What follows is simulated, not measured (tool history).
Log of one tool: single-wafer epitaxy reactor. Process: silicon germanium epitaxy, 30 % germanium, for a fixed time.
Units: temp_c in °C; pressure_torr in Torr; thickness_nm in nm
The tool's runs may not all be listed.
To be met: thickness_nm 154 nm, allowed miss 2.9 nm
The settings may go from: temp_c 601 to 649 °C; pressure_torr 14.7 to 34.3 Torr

run,hour,temp_c,pressure_torr,thickness_nm
1,0,625,24.5,107.87
2,6.2,625,22.6,104.34
3,15.2,628,22.7,109.91
4,21.6,628,20.9,106.82
5,30.7,631,21,112.12
6,34.1,634,21.2,119.33
7,42.5,636,21.2,123.07
8,43.5,638,21.2,127.49
9,45.5,640,21.2,131.4
10,51.9,640,21.2,130.73
11,53.2,641,21.4,133.84
12,57.8,642,21.5,135.26
13,65.6,643,21.7,139.12
14,74.1,644,21.7,141.02
15,75.1,645,21.8,142.69
16,75.9,646,21.9,145.93
17,81.2,646,22,146.07

5 next moves are on the table. One of them brings every result within its allowed miss. Which?
A,86.5,647,21.2,?
B,86.5,646,21.8,?
C,86.5,648,20,?
D,86.5,647,22.2,?
E,86.5,649,21.8,?

move,thickness_nm
A,146.89
B,145.98
C,146.25
D,149.3
E,153.17
A: nearer than the last run, and not there yet
B: as far off as the last run
C: as far off as the last run
D: nearer than the last run, and not there yet
E: meets every target
Answer: E

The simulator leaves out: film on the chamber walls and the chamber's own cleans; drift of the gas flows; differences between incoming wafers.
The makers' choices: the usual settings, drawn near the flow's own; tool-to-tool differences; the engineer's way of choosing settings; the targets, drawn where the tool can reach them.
